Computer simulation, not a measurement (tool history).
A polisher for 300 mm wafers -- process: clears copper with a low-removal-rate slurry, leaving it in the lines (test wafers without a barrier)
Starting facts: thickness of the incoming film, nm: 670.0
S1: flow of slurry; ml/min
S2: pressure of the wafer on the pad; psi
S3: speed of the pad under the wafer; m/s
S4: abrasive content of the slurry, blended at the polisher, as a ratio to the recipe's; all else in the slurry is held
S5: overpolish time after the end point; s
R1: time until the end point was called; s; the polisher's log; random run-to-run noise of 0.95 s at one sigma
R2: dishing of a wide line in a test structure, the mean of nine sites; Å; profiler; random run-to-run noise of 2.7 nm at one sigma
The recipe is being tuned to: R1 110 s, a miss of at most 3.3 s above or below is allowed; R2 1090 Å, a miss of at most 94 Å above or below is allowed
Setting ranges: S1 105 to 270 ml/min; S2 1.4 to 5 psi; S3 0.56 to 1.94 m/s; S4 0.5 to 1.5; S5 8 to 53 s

Run 1, hour 0: S1 175 ml/min, S2 3.2 psi, S3 1.24 m/s, S4 1, S5 27 s. Result: R1 156.48 s, R2 656.86 Å.
Run 2, hour 5.6: S1 175 ml/min, S2 3.2 psi, S3 1.4 m/s, S4 1, S5 27 s. Result: R1 137.34 s, R2 700.69 Å.
Run 3, hour 8.6: S1 175 ml/min, S2 3.2 psi, S3 1.4 m/s, S4 0.85, S5 27 s. Result: R1 144.95 s, R2 672.26 Å.
Run 4, hour 13.6: S1 180 ml/min, S2 3.4 psi, S3 1.4 m/s, S4 0.85, S5 29 s. Result: R1 134.41 s, R2 737.37 Å.
Run 5, hour 15.4: S1 180 ml/min, S2 3.4 psi, S3 1.4 m/s, S4 0.65, S5 29 s. Result: R1 142.79 s, R2 703.88 Å.
Run 6, hour 19.5: S1 180 ml/min, S2 2.6 psi, S3 1.4 m/s, S4 0.65, S5 29 s. Result: R1 186.38 s, R2 561.64 Å.
Run 7, hour 23.6: S1 185 ml/min, S2 2.9 psi, S3 1.4 m/s, S4 0.65, S5 31 s. Result: R1 167.79 s, R2 669.93 Å.
Run 8, hour 24.5: S1 190 ml/min, S2 3.1 psi, S3 1.4 m/s, S4 0.65, S5 32 s. Result: R1 158.06 s, R2 728.78 Å.
Run 9, hour 25.6: S1 190 ml/min, S2 3.3 psi, S3 1.4 m/s, S4 0.65, S5 33 s. Result: R1 145.59 s, R2 779.87 Å.
Run 10, hour 28: S1 195 ml/min, S2 3.4 psi, S3 1.4 m/s, S4 0.65, S5 34 s. Result: R1 144.47 s, R2 791.15 Å.
Run 11, hour 35.8: S1 195 ml/min, S2 3.6 psi, S3 1.4 m/s, S4 0.65, S5 35 s. Result: R1 136.27 s, R2 863.4 Å.
Run 12, hour 43.2: S1 195 ml/min, S2 3.7 psi, S3 1.4 m/s, S4 0.65, S5 36 s. Result: R1 131.33 s, R2 899.51 Å.
Run 13, hour 48.6: S1 195 ml/min, S2 3.8 psi, S3 1.4 m/s, S4 0.65, S5 36 s. Result: R1 127.7 s, R2 901.66 Å.

4 candidate next runs follow, results not yet known. Just one meets every target within its allowed miss. Identify it.
Run A, hour 54: S1 225 ml/min, S2 4.2 psi, S3 1.42 m/s, S4 0.75, S5 42 s. Result: R1 ?, R2 ?.
Run B, hour 54: S1 225 ml/min, S2 4.4 psi, S3 1.58 m/s, S4 0.65, S5 37 s. Result: R1 ?, R2 ?.
Run C, hour 54: S1 180 ml/min, S2 4.4 psi, S3 1.42 m/s, S4 0.9, S5 17 s. Result: R1 ?, R2 ?.
Run D, hour 54: S1 190 ml/min, S2 3.3 psi, S3 1.38 m/s, S4 0.65, S5 45 s. Result: R1 ?, R2 ?.

move      R1      R2
   A  108.46  1080.7
   B  96.809  1080.9
   C  100.98  632.12
   D  148.35  911.98
A: all results land within tolerance of their targets
B: carries the result that was furthest off beyond its target, to the other side
C: carries the result that was furthest off beyond its target, to the other side
D: lands further from the targets than the last run did
Answer: A
